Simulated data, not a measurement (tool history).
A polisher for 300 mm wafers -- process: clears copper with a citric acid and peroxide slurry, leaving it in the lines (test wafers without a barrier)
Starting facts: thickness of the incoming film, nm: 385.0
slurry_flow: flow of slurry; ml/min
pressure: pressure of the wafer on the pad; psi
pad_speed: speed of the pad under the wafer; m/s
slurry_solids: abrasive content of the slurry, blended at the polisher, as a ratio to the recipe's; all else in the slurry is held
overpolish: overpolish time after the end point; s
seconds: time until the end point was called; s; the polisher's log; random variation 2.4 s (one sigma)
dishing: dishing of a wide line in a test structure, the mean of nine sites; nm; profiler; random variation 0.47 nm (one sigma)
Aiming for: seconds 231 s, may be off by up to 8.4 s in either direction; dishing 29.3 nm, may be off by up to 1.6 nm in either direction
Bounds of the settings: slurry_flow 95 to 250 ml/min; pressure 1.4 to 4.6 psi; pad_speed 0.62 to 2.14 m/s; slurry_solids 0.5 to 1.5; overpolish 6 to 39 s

Run 1, hour 0: slurry_flow 160 ml/min, pressure 3 psi, pad_speed 1.38 m/s, slurry_solids 1, overpolish 20 s. Result: seconds 150.97 s, dishing 30.79 nm.
Run 2, hour 3.7: slurry_flow 160 ml/min, pressure 3.5 psi, pad_speed 1.38 m/s, slurry_solids 1, overpolish 20 s. Result: seconds 131.95 s, dishing 34.017 nm.
Run 3, hour 9.1: slurry_flow 160 ml/min, pressure 3.8 psi, pad_speed 1.38 m/s, slurry_solids 1, overpolish 20 s. Result: seconds 126.52 s, dishing 35.901 nm.
Run 4, hour 16: slurry_flow 160 ml/min, pressure 3.5 psi, pad_speed 1.36 m/s, slurry_solids 1, overpolish 21 s. Result: seconds 134.19 s, dishing 35.522 nm.
Run 5, hour 21.9: slurry_flow 160 ml/min, pressure 3.3 psi, pad_speed 1.34 m/s, slurry_solids 1, overpolish 22 s. Result: seconds 141.6 s, dishing 35.352 nm.
Run 6, hour 24.7: slurry_flow 160 ml/min, pressure 3.3 psi, pad_speed 1.34 m/s, slurry_solids 1.15, overpolish 22 s. Result: seconds 139.01 s, dishing 34.278 nm.
Run 7, hour 30.9: slurry_flow 155 ml/min, pressure 3.1 psi, pad_speed 1.34 m/s, slurry_solids 1.15, overpolish 23 s. Result: seconds 146.97 s, dishing 34.851 nm.
Run 8, hour 38.6: slurry_flow 150 ml/min, pressure 2.9 psi, pad_speed 1.34 m/s, slurry_solids 1.15, overpolish 23 s. Result: seconds 154.93 s, dishing 33.249 nm.

5 next moves are on the table. One of them brings every result within its allowed miss. Which?
Run A, hour 46.3: slurry_flow 140 ml/min, pressure 2.4 psi, pad_speed 1.2 m/s, slurry_solids 1.1, overpolish 26 s. Result: seconds ?, dishing ?.
Run B, hour 46.3: slurry_flow 125 ml/min, pressure 2.3 psi, pad_speed 1.08 m/s, slurry_solids 1.05, overpolish 26 s. Result: seconds ?, dishing ?.
Run C, hour 46.3: slurry_flow 140 ml/min, pressure 3.2 psi, pad_speed 1.56 m/s, slurry_solids 1.35, overpolish 25 s. Result: seconds ?, dishing ?.
Run D, hour 46.3: slurry_flow 140 ml/min, pressure 3.3 psi, pad_speed 0.9 m/s, slurry_solids 0.75, overpolish 28 s. Result: seconds ?, dishing ?.
Run E, hour 46.3: slurry_flow 185 ml/min, pressure 3.3 psi, pad_speed 2.04 m/s, slurry_solids 1.25, overpolish 12 s. Result: seconds ?, dishing ?.

move  seconds  dishing
   A   207.51   29.854
   B   245.34   26.443
   C   123.66   40.956
   D   233.53   29.365
   E   89.859   31.586
A: closes in on the targets versus the last run, not all within tolerance yet
B: moves the result that the last run missed by most past its target, out the other side
C: moves away from the targets compared with the last run
D: every result lands within tolerance
E: moves away from the targets compared with the last run
Go with D: it meets all targets.
